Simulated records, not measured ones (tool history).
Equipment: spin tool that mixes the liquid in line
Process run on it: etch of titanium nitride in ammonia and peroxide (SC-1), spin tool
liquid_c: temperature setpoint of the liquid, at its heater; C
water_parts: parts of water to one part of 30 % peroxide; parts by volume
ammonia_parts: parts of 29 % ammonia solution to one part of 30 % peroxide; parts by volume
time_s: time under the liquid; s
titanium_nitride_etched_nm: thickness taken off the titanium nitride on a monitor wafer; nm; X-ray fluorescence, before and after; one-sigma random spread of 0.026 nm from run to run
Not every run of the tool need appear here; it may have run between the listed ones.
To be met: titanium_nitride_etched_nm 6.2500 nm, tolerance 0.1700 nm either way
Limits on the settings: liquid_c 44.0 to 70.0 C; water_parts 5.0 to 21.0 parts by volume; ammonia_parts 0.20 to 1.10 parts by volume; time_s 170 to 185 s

run,day,liquid_c,water_parts,ammonia_parts,time_s,titanium_nitride_etched_nm
1,0.000,60.0,11.5,0.60,170,17.1480
2,0.362,60.0,11.5,0.55,170,16.7440
3,0.588,60.0,11.5,0.55,170,17.0340
4,0.671,63.5,11.5,0.55,170,21.2560
5,0.729,63.5,9.5,0.55,170,23.3870
6,0.804,63.5,7.0,0.55,170,27.3120
7,0.908,59.5,8.0,0.55,170,19.7280
8,0.979,56.5,8.5,0.55,170,15.8480
9,1.004,54.0,9.0,0.55,170,12.8530
10,1.196,52.0,9.0,0.55,170,11.2670
11,1.429,50.5,9.0,0.55,170,10.1710
12,1.608,49.0,9.0,0.55,170,9.1198
13,1.908,48.0,9.0,0.55,170,8.5323
14,2.038,47.0,9.0,0.55,170,7.9500
15,2.304,46.5,9.0,0.55,170,7.6238
16,2.454,46.0,9.0,0.55,170,7.3949
17,2.600,45.5,9.0,0.55,170,7.1825
18,2.675,45.0,9.0,0.55,170,6.8932
19,2.783,44.5,9.5,0.55,170,6.4651
20,3.150,44.5,9.5,0.55,170,6.4279
21,3.508,44.5,9.5,0.55,170,6.4652

Below are 4 possible settings for the next run. Only one of them brings all results inside the allowed miss of their targets. Which is it?
A,3.867,45.0,10.0,0.50,185,?
B,3.867,44.0,9.5,0.50,185,?
C,3.867,49.0,13.0,0.20,170,?
D,3.867,44.5,9.5,0.55,175,?

move,titanium_nitride_etched_nm
A,6.9290
B,6.6212
C,6.2048
D,6.6006
A: further off than the last run
B: further off than the last run
C: every result within its allowed miss
D: further off than the last run
So the answer is move C, the one that meets all the targets.
